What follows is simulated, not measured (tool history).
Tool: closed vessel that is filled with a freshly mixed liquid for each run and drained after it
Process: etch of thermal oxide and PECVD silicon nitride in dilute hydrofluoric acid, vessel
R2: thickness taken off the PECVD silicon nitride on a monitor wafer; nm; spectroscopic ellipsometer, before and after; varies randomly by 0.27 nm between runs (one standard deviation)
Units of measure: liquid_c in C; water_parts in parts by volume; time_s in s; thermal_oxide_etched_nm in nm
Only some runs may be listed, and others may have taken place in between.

run 1 hour=0.0 | liquid_c=20 water_parts=180 time_s=1695 | thermal_oxide_etched_nm=34.177 R2=23.137
run 2 hour=0.6 | liquid_c=20 water_parts=140 time_s=1695 | thermal_oxide_etched_nm=45.646 R2=29.769
run 3 hour=2.0 | liquid_c=20 water_parts=140 time_s=2215 | thermal_oxide_etched_nm=59.561 R2=38.665
run 4 hour=3.0 | liquid_c=17 water_parts=140 time_s=2215 | thermal_oxide_etched_nm=53.022 R2=31.427
run 5 hour=10.3 | liquid_c=17 water_parts=140 time_s=2660 | thermal_oxide_etched_nm=62.610 R2=37.889
run 6 hour=15.2 | liquid_c=18 water_parts=140 time_s=2650 | thermal_oxide_etched_nm=65.219 R2=40.343
run 7 hour=18.7 | liquid_c=18 water_parts=140 time_s=2650 | thermal_oxide_etched_nm=65.003 R2=40.283
run 8 hour=27.4 | liquid_c=19 water_parts=135 time_s=2640 | thermal_oxide_etched_nm=71.301 R2=44.059

What does the tool deliver on the next run?
run 9 hour=29.4 | liquid_c=20 water_parts=140 time_s=2655 | thermal_oxide_etched_nm=? R2=?

thermal_oxide_etched_nm: 71.146 nm
R2: 46.424 nm
